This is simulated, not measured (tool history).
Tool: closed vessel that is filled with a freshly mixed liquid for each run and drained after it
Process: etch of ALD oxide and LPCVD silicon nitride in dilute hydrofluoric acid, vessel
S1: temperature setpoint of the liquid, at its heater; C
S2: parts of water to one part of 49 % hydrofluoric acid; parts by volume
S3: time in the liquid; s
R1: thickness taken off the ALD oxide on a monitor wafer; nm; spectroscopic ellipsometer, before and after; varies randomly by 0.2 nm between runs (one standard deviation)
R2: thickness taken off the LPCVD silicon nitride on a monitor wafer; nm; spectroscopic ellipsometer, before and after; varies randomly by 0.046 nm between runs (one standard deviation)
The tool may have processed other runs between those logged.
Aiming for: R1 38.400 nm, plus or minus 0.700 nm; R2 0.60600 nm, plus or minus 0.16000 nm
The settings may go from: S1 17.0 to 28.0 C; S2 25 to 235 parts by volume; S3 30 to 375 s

Run 1, hour 0.0: S1 20.0 C, S2 130 parts by volume, S3 190 s. Result: R1 31.005 nm, R2 0.52930 nm.
Run 2, hour 5.3: S1 20.0 C, S2 100 parts by volume, S3 190 s. Result: R1 41.410 nm, R2 0.79282 nm.
Run 3, hour 11.2: S1 20.0 C, S2 100 parts by volume, S3 235 s. Result: R1 51.777 nm, R2 0.83467 nm.
Run 4, hour 15.5: S1 19.5 C, S2 105 parts by volume, S3 235 s. Result: R1 47.896 nm, R2 0.81230 nm.
Run 5, hour 16.9: S1 19.0 C, S2 110 parts by volume, S3 235 s. Result: R1 44.179 nm, R2 0.80998 nm.
Run 6, hour 20.4: S1 18.5 C, S2 110 parts by volume, S3 235 s. Result: R1 43.953 nm, R2 0.64933 nm.
Run 7, hour 27.0: S1 18.5 C, S2 115 parts by volume, S3 235 s. Result: R1 41.792 nm, R2 0.66839 nm.
Run 8, hour 30.2: S1 17.0 C, S2 120 parts by volume, S3 235 s. Result: R1 37.325 nm, R2 0.51646 nm.

Pick the move, out of 4, that brings all results within their allowed miss; only one does.
Run A, hour 33.4: S1 17.0 C, S2 135 parts by volume, S3 275 s. Result: R1 ?, R2 ?.
Run B, hour 33.4: S1 27.0 C, S2 115 parts by volume, S3 145 s. Result: R1 ?, R2 ?.
Run C, hour 33.4: S1 22.0 C, S2 120 parts by volume, S3 185 s. Result: R1 ?, R2 ?.
Run D, hour 33.4: S1 18.5 C, S2 90 parts by volume, S3 155 s. Result: R1 ?, R2 ?.

move      R1       R2
   A  38.360  0.59138
   B  36.139  0.70959
   C  36.135  0.62630
   D  36.116  0.54789
A: every result within its allowed miss
B: moves away from the targets compared with the last run
C: moves away from the targets compared with the last run
D: moves away from the targets compared with the last run
Go with A: it meets all targets.
